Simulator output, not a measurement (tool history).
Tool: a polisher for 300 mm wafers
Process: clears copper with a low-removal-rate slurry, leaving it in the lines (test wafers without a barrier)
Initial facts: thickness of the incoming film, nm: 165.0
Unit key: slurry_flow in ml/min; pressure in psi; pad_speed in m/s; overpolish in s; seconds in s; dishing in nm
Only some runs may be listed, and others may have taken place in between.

| run | hour | slurry_flow | pressure | pad_speed | slurry_solids | overpolish | seconds | dishing |
|---|---|---|---|---|---|---|---|---|
| 1 | 0.0 | 300 | 2.5 | 0.84 | 1.00 | 27 | 77.050 | 38.175 |
| 2 | 1.2 | 300 | 2.2 | 0.84 | 1.00 | 28 | 87.431 | 36.021 |
| 3 | 7.4 | 235 | 2.2 | 0.84 | 1.00 | 28 | 89.787 | 34.878 |
| 4 | 8.2 | 235 | 2.2 | 0.84 | 0.85 | 28 | 94.657 | 34.368 |
| 5 | 14.1 | 235 | 2.2 | 0.84 | 1.05 | 28 | 89.826 | 35.255 |
| 6 | 21.1 | 230 | 2.0 | 0.84 | 1.05 | 29 | 96.888 | 33.230 |

Expected results for the next run?
| 7 | 28.7 | 225 | 1.8 | 0.84 | 1.05 | 30 | ? | ? |

{"run 7": {"seconds": 107.16, "dishing": 31.69}}

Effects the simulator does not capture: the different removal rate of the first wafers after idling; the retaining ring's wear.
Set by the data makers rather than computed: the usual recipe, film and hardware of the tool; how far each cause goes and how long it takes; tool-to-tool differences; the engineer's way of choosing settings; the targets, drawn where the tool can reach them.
